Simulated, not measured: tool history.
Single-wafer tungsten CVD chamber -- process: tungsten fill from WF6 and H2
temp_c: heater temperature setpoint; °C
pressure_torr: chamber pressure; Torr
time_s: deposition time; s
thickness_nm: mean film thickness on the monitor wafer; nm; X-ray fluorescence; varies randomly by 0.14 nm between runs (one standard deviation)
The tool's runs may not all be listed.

run	day	temp_c	pressure_torr	time_s	thickness_nm
1	0	385	38.7	15.9	37.321
2	0.279	385	38.7	16.5	38.825
3	0.504	385	38.7	16.5	38.471
4	0.771	394	38.7	16.5	45.209
5	0.917	394	36	16.5	43.686
6	0.996	394	41.6	16.5	47.122
7	1.267	388	41.5	16.5	41.946
8	1.488	384	41.4	16.5	38.996

Run 9, settings as shown, results not yet in. Your forecast:
9	1.733	381	41.3	16.5	?

thickness_nm: 37.027 nm
